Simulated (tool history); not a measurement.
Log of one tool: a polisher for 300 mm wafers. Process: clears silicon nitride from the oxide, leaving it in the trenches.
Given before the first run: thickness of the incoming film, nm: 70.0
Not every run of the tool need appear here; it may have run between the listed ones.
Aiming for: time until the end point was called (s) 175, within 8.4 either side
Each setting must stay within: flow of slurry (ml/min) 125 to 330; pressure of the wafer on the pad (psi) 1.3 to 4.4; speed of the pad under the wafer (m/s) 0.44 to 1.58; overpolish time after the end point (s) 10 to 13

| run | hour | flow of slurry (ml/min) | pressure of the wafer on the pad (psi) | speed of the pad under the wafer (m/s) | overpolish time after the end point (s) | time until the end point was called (s) |
|---|---|---|---|---|---|---|
| 1 | 0 | 210 | 2.8 | 1 | 13 | 81.914 |
| 2 | 5.4 | 165 | 2.8 | 1 | 13 | 83.628 |
| 3 | 11 | 130 | 2.8 | 1 | 13 | 84.769 |
| 4 | 18.8 | 130 | 2.6 | 0.98 | 13 | 94.54 |
| 5 | 19.9 | 130 | 2 | 0.98 | 13 | 116.96 |
| 6 | 23.2 | 130 | 1.9 | 0.96 | 13 | 129.81 |
| 7 | 23.8 | 130 | 1.8 | 0.96 | 13 | 132.95 |
| 8 | 24.7 | 130 | 1.7 | 0.94 | 13 | 143.11 |
| 9 | 32 | 130 | 1.6 | 0.94 | 13 | 156.13 |
| 10 | 39.5 | 130 | 1.5 | 0.94 | 13 | 163.9 |

Exercise: of the 4 proposed moves below, exactly one satisfies all targets within the stated allowed misses. Which move is it?
| A | 47 | 135 | 1.4 | 0.92 | 13 | ? |
| B | 47 | 140 | 1.6 | 0.9 | 10 | ? |
| C | 47 | 125 | 1.3 | 0.94 | 13 | ? |
| D | 47 | 125 | 1.8 | 0.92 | 10 | ? |

| move | time until the end point was called (s) |
|---|---|
| A | 175.68 |
| B | 157.42 |
| C | 186.4 |
| D | 139.88 |
A: every result lands within tolerance
B: misses by more than the last run did
C: the result that was furthest off in the last run now lies on the other side of its target
D: misses by more than the last run did
A is the move that brings every result within its allowed miss.

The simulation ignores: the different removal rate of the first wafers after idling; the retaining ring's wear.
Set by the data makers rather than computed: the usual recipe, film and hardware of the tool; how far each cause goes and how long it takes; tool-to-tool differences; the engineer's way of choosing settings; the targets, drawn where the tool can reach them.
